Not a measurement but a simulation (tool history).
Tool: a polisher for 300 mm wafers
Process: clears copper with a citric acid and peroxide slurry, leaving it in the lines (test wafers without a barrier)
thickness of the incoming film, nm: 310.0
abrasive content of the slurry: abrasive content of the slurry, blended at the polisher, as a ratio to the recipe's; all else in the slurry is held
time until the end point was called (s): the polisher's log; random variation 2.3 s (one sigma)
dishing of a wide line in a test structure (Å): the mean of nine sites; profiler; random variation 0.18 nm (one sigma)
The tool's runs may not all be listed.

run  hour  flow of slurry (ml/min)  pressure of the wafer on the pad (psi)  speed of the pad under the wafer (m/s)  abrasive content of the slurry  overpolish time after the end point (s)  time until the end point was called (s)  dishing of a wide line in a test structure (Å)
  1   0.0                      275                                     3.7                                    1.26                            1.00                                       27                                   94.426                                          481.20
  2   8.8                      275                                     3.7                                    1.26                            1.00                                       21                                   91.012                                          405.82
  3  17.5                      275                                     3.7                                    1.26                            1.00                                       15                                   89.345                                          322.04
  4  22.9                      275                                     2.9                                    1.26                            1.00                                       15                                  107.040                                          286.20
  5  31.6                      335                                     2.9                                    1.26                            1.00                                       15                                  104.780                                          288.10
  6  38.8                      335                                     2.9                                    1.26                            1.00                                       19                                  101.970                                          350.65
  7  41.7                      320                                     1.9                                    1.12                            0.90                                        8                                  142.630                                          123.55

Run 8 comes next. What will it give?
  8  46.4                      340                                     2.0                                    1.12                            0.85                                        8                                        ?                                               ?

Run 8 gave time until the end point was called (s) 141.760, dishing of a wide line in a test structure (Å) 129.46.
